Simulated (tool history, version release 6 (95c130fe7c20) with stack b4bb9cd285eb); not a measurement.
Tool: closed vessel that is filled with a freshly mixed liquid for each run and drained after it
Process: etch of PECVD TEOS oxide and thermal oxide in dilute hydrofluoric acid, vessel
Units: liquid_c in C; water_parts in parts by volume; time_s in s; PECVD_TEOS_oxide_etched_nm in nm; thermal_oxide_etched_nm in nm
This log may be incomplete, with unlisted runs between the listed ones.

Run 1, hour 0: liquid_c 22 C, water_parts 70 parts by volume, time_s 60 s. Result: PECVD_TEOS_oxide_etched_nm 8.5121 nm, thermal_oxide_etched_nm 3.6557 nm.
Run 2, hour 5.5: liquid_c 21 C, water_parts 70 parts by volume, time_s 60 s. Result: PECVD_TEOS_oxide_etched_nm 8.1577 nm, thermal_oxide_etched_nm 3.4369 nm.
Run 3, hour 7.4: liquid_c 23.5 C, water_parts 70 parts by volume, time_s 60 s. Result: PECVD_TEOS_oxide_etched_nm 9.1214 nm, thermal_oxide_etched_nm 3.8679 nm.
Run 4, hour 11.6: liquid_c 20.5 C, water_parts 70 parts by volume, time_s 60 s. Result: PECVD_TEOS_oxide_etched_nm 8.0179 nm, thermal_oxide_etched_nm 3.4157 nm.
Run 5, hour 12.9: liquid_c 20.5 C, water_parts 70 parts by volume, time_s 80 s. Result: PECVD_TEOS_oxide_etched_nm 10.658 nm, thermal_oxide_etched_nm 4.5638 nm.
Run 6, hour 15.8: liquid_c 20 C, water_parts 75 parts by volume, time_s 80 s. Result: PECVD_TEOS_oxide_etched_nm 9.6608 nm, thermal_oxide_etched_nm 4.0866 nm.
Run 7, hour 23.9: liquid_c 19.5 C, water_parts 80 parts by volume, time_s 80 s. Result: PECVD_TEOS_oxide_etched_nm 8.8464 nm, thermal_oxide_etched_nm 3.7364 nm.
Run 8, hour 29.5: liquid_c 19 C, water_parts 80 parts by volume, time_s 80 s. Result: PECVD_TEOS_oxide_etched_nm 8.6734 nm, thermal_oxide_etched_nm 3.6771 nm.
Run 9, hour 30.2: liquid_c 18.5 C, water_parts 80 parts by volume, time_s 80 s. Result: PECVD_TEOS_oxide_etched_nm 8.5546 nm, thermal_oxide_etched_nm 3.6142 nm.
Run 10, hour 37.3: liquid_c 18 C, water_parts 80 parts by volume, time_s 80 s. Result: PECVD_TEOS_oxide_etched_nm 8.3128 nm, thermal_oxide_etched_nm 3.536 nm.

Run 11 comes next. What will it give?
Run 11, hour 45.1: liquid_c 18 C, water_parts 80 parts by volume, time_s 80 s. Result: PECVD_TEOS_oxide_etched_nm ?, thermal_oxide_etched_nm ?.

Run 11 gave PECVD_TEOS_oxide_etched_nm 8.2894 nm, thermal_oxide_etched_nm 3.5777 nm.

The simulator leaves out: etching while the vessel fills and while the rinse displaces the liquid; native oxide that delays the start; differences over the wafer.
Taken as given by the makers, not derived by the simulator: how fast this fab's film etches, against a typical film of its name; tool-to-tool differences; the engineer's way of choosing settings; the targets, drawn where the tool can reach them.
